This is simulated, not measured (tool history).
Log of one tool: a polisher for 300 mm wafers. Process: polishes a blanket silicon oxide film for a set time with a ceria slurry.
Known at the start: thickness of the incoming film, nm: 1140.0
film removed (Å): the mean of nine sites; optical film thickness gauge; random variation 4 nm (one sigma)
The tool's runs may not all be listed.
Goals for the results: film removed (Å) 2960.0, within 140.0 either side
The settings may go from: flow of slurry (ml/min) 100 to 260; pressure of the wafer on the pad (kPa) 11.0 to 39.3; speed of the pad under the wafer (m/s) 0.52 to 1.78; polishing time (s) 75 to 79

| run | hour | flow of slurry (ml/min) | pressure of the wafer on the pad (kPa) | speed of the pad under the wafer (m/s) | polishing time (s) | film removed (Å) |
|---|---|---|---|---|---|---|
| 1 | 0.0 | 165 | 24.8 | 1.14 | 75 | 4165.3 |
| 2 | 1.6 | 165 | 24.8 | 1.14 | 75 | 4090.0 |
| 3 | 8.3 | 165 | 29.6 | 1.14 | 75 | 4896.6 |
| 4 | 9.9 | 165 | 28.3 | 1.14 | 75 | 4720.2 |
| 5 | 12.9 | 130 | 28.3 | 1.14 | 75 | 4473.6 |
| 6 | 16.5 | 130 | 26.9 | 1.14 | 75 | 4268.2 |
|  | 18.1 | worn pad replaced by a new one |
| 7 | 18.1 | 130 | 25.5 | 1.14 | 75 | 4318.8 |
| 8 | 19.3 | 130 | 24.1 | 1.14 | 75 | 4108.0 |
| 9 | 23.5 | 130 | 22.8 | 1.14 | 75 | 3835.0 |
| 10 | 31.6 | 130 | 22.1 | 1.14 | 75 | 3759.3 |
| 11 | 37.0 | 130 | 21.4 | 1.14 | 75 | 3574.9 |
| 12 | 43.6 | 130 | 20.7 | 1.14 | 75 | 3584.7 |
| 13 | 50.9 | 130 | 20.0 | 1.14 | 75 | 3369.4 |
| 14 | 52.6 | 130 | 19.3 | 1.14 | 75 | 3258.1 |

Exercise: of the 5 proposed moves below, exactly one satisfies all targets within the stated allowed misses. Which move is it?
| A | 54.3 | 135 | 16.5 | 1.16 | 75 | ? |
| B | 54.3 | 100 | 17.9 | 1.00 | 75 | ? |
| C | 54.3 | 140 | 15.9 | 1.04 | 75 | ? |
| D | 54.3 | 140 | 17.2 | 1.00 | 75 | ? |
| E | 54.3 | 100 | 22.8 | 1.16 | 75 | ? |

| move | film removed (Å) |
|---|---|
| A | 2893.7 |
| B | 2501.1 |
| C | 2519.1 |
| D | 2626.6 |
| E | 3633.2 |
A: in spec on every target
B: takes the biggest miss from the last run beyond its target
C: takes the biggest miss from the last run beyond its target
D: takes the biggest miss from the last run beyond its target
E: its largest miss is bigger than the last run's
The move that meets every target is A.
